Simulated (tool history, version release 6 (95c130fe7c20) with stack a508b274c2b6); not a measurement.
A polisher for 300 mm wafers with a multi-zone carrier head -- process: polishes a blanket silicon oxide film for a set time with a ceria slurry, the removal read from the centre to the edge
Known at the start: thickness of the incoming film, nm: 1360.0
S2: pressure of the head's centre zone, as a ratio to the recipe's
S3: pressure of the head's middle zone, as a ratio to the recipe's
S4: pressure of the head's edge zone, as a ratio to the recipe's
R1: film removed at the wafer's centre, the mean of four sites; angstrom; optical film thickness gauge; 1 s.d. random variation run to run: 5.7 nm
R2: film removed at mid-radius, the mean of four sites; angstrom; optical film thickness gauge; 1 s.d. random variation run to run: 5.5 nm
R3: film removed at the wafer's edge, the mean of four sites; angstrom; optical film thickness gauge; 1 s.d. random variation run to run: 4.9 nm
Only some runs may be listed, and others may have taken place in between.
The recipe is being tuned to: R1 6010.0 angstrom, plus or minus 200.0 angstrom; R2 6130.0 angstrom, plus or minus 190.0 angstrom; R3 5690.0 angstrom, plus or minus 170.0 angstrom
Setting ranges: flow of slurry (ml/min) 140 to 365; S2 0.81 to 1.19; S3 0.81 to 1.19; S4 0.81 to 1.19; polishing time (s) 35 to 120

Run 1, day 0.000: flow of slurry (ml/min) 235, S2 1.00, S3 1.00, S4 1.00, polishing time (s) 77. Result: R1 4708.8 angstrom, R2 4747.4 angstrom, R3 4685.0 angstrom.
Run 2, day 0.217: flow of slurry (ml/min) 185, S2 1.00, S3 1.00, S4 1.00, polishing time (s) 77. Result: R1 4533.6 angstrom, R2 4691.7 angstrom, R3 4604.2 angstrom.
Run 3, day 0.358: flow of slurry (ml/min) 185, S2 1.00, S3 1.00, S4 1.00, polishing time (s) 66. Result: R1 3875.3 angstrom, R2 3965.5 angstrom, R3 3943.6 angstrom.
Run 4, day 0.504: flow of slurry (ml/min) 185, S2 1.00, S3 1.00, S4 0.93, polishing time (s) 66. Result: R1 3876.5 angstrom, R2 3974.7 angstrom, R3 3808.1 angstrom.
Run 5, day 0.562: flow of slurry (ml/min) 195, S2 1.02, S3 1.02, S4 0.96, polishing time (s) 69. Result: R1 4275.3 angstrom, R2 4309.8 angstrom, R3 3970.8 angstrom.
Run 6, day 0.588: flow of slurry (ml/min) 195, S2 1.02, S3 1.02, S4 0.96, polishing time (s) 60. Result: R1 3753.3 angstrom, R2 3632.6 angstrom, R3 3533.1 angstrom.
Run 7, day 0.729: flow of slurry (ml/min) 200, S2 1.02, S3 1.03, S4 0.98, polishing time (s) 65. Result: R1 4019.4 angstrom, R2 4055.5 angstrom, R3 3862.4 angstrom.
Run 8, day 1.017: flow of slurry (ml/min) 210, S2 1.03, S3 1.04, S4 1.01, polishing time (s) 68. Result: R1 4263.7 angstrom, R2 4305.4 angstrom, R3 4195.8 angstrom.
Run 9, day 1.333: flow of slurry (ml/min) 215, S2 1.05, S3 1.06, S4 1.02, polishing time (s) 70. Result: R1 4472.9 angstrom, R2 4478.1 angstrom, R3 4260.2 angstrom.
Run 10, day 1.692: flow of slurry (ml/min) 215, S2 1.05, S3 1.06, S4 1.02, polishing time (s) 70. Result: R1 4458.7 angstrom, R2 4480.7 angstrom, R3 4274.3 angstrom.
Run 11, day 2.017: flow of slurry (ml/min) 220, S2 1.06, S3 1.08, S4 1.04, polishing time (s) 72. Result: R1 4751.6 angstrom, R2 4672.8 angstrom, R3 4449.4 angstrom.
Run 12, day 2.354: flow of slurry (ml/min) 220, S2 1.06, S3 1.08, S4 1.04, polishing time (s) 72. Result: R1 4658.1 angstrom, R2 4632.7 angstrom, R3 4445.4 angstrom.
Run 13, day 2.550: flow of slurry (ml/min) 225, S2 1.07, S3 1.09, S4 1.05, polishing time (s) 74. Result: R1 4898.2 angstrom, R2 4878.2 angstrom, R3 4565.6 angstrom.
Run 14, day 2.754: flow of slurry (ml/min) 225, S2 1.07, S3 1.09, S4 1.05, polishing time (s) 74. Result: R1 4957.0 angstrom, R2 4809.8 angstrom, R3 4585.4 angstrom.

Below are 5 possible settings for the next run. Only one of them brings all results inside the allowed miss of their targets. Which is it?
Run A, day 2.958: flow of slurry (ml/min) 170, S2 1.07, S3 0.88, S4 1.19, polishing time (s) 63. Result: R1 ?, R2 ?, R3 ?.
Run B, day 2.958: flow of slurry (ml/min) 250, S2 1.11, S3 1.05, S4 1.06, polishing time (s) 82. Result: R1 ?, R2 ?, R3 ?.
Run C, day 2.958: flow of slurry (ml/min) 230, S2 1.06, S3 1.12, S4 1.08, polishing time (s) 91. Result: R1 ?, R2 ?, R3 ?.
Run D, day 2.958: flow of slurry (ml/min) 280, S2 0.96, S3 1.02, S4 1.12, polishing time (s) 86. Result: R1 ?, R2 ?, R3 ?.
Run E, day 2.958: flow of slurry (ml/min) 225, S2 1.09, S3 0.98, S4 1.17, polishing time (s) 60. Result: R1 ?, R2 ?, R3 ?.

move      R1      R2      R3
   A  3930.8  3530.3  3938.0
   B  5695.1  5401.1  5086.4
   C  5961.4  6159.4  5640.1
   D  5237.2  5650.1  5525.7
   E  4025.9  3744.1  3852.3
A: misses by more than the last run did
B: gains on the last run, yet a result remains outside its allowed miss
C: all results land within tolerance of their targets
D: gains on the last run, yet a result remains outside its allowed miss
E: misses by more than the last run did
Move C is the one to make.

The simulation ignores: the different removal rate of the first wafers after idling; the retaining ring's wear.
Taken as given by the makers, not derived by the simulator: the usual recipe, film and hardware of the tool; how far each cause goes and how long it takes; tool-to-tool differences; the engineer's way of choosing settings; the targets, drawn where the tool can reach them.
